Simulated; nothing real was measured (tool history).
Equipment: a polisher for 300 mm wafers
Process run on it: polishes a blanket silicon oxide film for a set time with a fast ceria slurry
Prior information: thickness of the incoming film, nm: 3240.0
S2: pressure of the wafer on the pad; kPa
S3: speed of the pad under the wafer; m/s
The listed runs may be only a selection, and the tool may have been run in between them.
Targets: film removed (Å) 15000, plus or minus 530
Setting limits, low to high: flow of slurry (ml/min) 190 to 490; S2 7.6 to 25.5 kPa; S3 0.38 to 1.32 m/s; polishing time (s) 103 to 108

run 1 hour=0 | flow_of_slurry_(ml/min)=315 S2=16.5 S3=0.84 polishing_time_(s)=103 | film_removed_(Å)=10806
run 2 hour=5.1 | flow_of_slurry_(ml/min)=315 S2=17.9 S3=0.84 polishing_time_(s)=103 | film_removed_(Å)=11546
run 3 hour=7.1 | flow_of_slurry_(ml/min)=355 S2=17.9 S3=0.84 polishing_time_(s)=103 | film_removed_(Å)=11568
run 4 hour=8.1 | flow_of_slurry_(ml/min)=355 S2=18.6 S3=0.84 polishing_time_(s)=103 | film_removed_(Å)=12171
run 5 hour=12.3 | flow_of_slurry_(ml/min)=295 S2=18.6 S3=0.84 polishing_time_(s)=103 | film_removed_(Å)=11858
run 6 hour=16.1 | flow_of_slurry_(ml/min)=295 S2=19.3 S3=0.84 polishing_time_(s)=103 | film_removed_(Å)=12440
run 7 hour=19.6 | flow_of_slurry_(ml/min)=295 S2=20 S3=0.84 polishing_time_(s)=103 | film_removed_(Å)=12549
run 8 hour=27.1 | flow_of_slurry_(ml/min)=295 S2=20.7 S3=0.84 polishing_time_(s)=103 | film_removed_(Å)=13284
run 9 hour=31.9 | flow_of_slurry_(ml/min)=295 S2=21.4 S3=0.84 polishing_time_(s)=103 | film_removed_(Å)=13384
run 10 hour=35.2 | flow_of_slurry_(ml/min)=295 S2=22.1 S3=0.84 polishing_time_(s)=103 | film_removed_(Å)=14024

Consider the 5 candidate settings below. Which is the only one whose results all fall within their allowed miss of target?
run A hour=38.5 | flow_of_slurry_(ml/min)=345 S2=24.8 S3=0.86 polishing_time_(s)=103 | film_removed_(Å)=?
run B hour=38.5 | flow_of_slurry_(ml/min)=285 S2=18.6 S3=1.08 polishing_time_(s)=104 | film_removed_(Å)=?
run C hour=38.5 | flow_of_slurry_(ml/min)=280 S2=20 S3=0.8 polishing_time_(s)=106 | film_removed_(Å)=?
run D hour=38.5 | flow_of_slurry_(ml/min)=190 S2=21.4 S3=0.84 polishing_time_(s)=103 | film_removed_(Å)=?
run E hour=38.5 | flow_of_slurry_(ml/min)=285 S2=22.1 S3=0.76 polishing_time_(s)=103 | film_removed_(Å)=?

move=A film_removed_(Å)=16066
move=B film_removed_(Å)=14639
move=C film_removed_(Å)=12425
move=D film_removed_(Å)=12978
move=E film_removed_(Å)=12766
A: carries the result that was furthest off beyond its target, to the other side
B: every result within its allowed miss
C: misses by more than the last run did
D: misses by more than the last run did
E: misses by more than the last run did
B meets every target.
